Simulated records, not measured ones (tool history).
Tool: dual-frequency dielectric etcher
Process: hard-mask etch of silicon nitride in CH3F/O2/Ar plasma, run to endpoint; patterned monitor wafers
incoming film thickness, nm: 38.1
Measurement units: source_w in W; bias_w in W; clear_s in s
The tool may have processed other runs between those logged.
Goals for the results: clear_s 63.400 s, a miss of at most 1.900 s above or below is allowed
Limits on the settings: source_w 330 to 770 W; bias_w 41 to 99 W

Run 1, day 0.000: source_w 550 W, bias_w 70 W. Result: clear_s 52.774 s.
Run 2, day 0.100: source_w 550 W, bias_w 82 W. Result: clear_s 51.193 s.
Run 3, day 0.383: source_w 490 W, bias_w 77 W. Result: clear_s 55.317 s.
Run 4, day 0.625: source_w 490 W, bias_w 69 W. Result: clear_s 56.259 s.
Run 5, day 0.804: source_w 570 W, bias_w 69 W. Result: clear_s 51.988 s.
Run 6, day 1.083: source_w 660 W, bias_w 69 W. Result: clear_s 49.180 s.
Run 7, day 1.333: source_w 590 W, bias_w 65 W. Result: clear_s 53.161 s.
Run 8, day 1.517: source_w 590 W, bias_w 65 W. Result: clear_s 52.225 s.
Run 9, day 1.646: source_w 480 W, bias_w 51 W. Result: clear_s 59.334 s.
Run 10, day 1.767: source_w 390 W, bias_w 45 W. Result: clear_s 68.015 s.
Run 11, day 2.071: source_w 410 W, bias_w 46 W. Result: clear_s 66.865 s.
Run 12, day 2.417: source_w 420 W, bias_w 46 W. Result: clear_s 66.785 s.

Consider the 4 candidate settings below. Which is the only one whose results all fall within their allowed miss of target?
Run A, day 2.762: source_w 480 W, bias_w 56 W. Result: clear_s ?.
Run B, day 2.762: source_w 510 W, bias_w 50 W. Result: clear_s ?.
Run C, day 2.762: source_w 450 W, bias_w 47 W. Result: clear_s ?.
Run D, day 2.762: source_w 360 W, bias_w 53 W. Result: clear_s ?.

move  clear_s
   A   59.620
   B   59.268
   C   63.742
   D   69.635
A: takes the biggest miss from the last run beyond its target
B: takes the biggest miss from the last run beyond its target
C: every result within its allowed miss
D: further off than the last run
The move that meets every target is C.

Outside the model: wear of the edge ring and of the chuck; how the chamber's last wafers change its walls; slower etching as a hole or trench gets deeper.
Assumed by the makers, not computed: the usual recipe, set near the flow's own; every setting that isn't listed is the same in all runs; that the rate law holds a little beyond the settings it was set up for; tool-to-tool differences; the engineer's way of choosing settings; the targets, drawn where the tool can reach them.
